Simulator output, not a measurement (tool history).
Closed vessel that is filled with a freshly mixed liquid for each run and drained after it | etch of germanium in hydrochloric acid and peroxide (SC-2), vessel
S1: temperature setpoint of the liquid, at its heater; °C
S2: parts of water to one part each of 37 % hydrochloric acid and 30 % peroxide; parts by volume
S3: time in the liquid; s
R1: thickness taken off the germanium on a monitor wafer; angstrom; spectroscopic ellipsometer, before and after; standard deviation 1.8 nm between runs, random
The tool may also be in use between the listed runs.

| run | day | S1 | S2 | S3 | R1 |
|---|---|---|---|---|---|
| 1 | 0 | 51 | 5.5 | 95 | 2375.5 |
| 2 | 0.371 | 52 | 5.5 | 95 | 2485.4 |
| 3 | 0.696 | 52.5 | 5.5 | 95 | 2518.2 |
| 4 | 0.812 | 48 | 5.5 | 95 | 2186.3 |
| 5 | 0.917 | 49.5 | 5.5 | 95 | 2275.8 |
| 6 | 0.954 | 49.5 | 5.5 | 100 | 2390.5 |
| 7 | 1.133 | 50.5 | 5.5 | 100 | 2455.8 |

What does the tool deliver on the next run?
| 8 | 1.425 | 51.5 | 5.5 | 100 | ? |

R1: 2569.6 angstrom
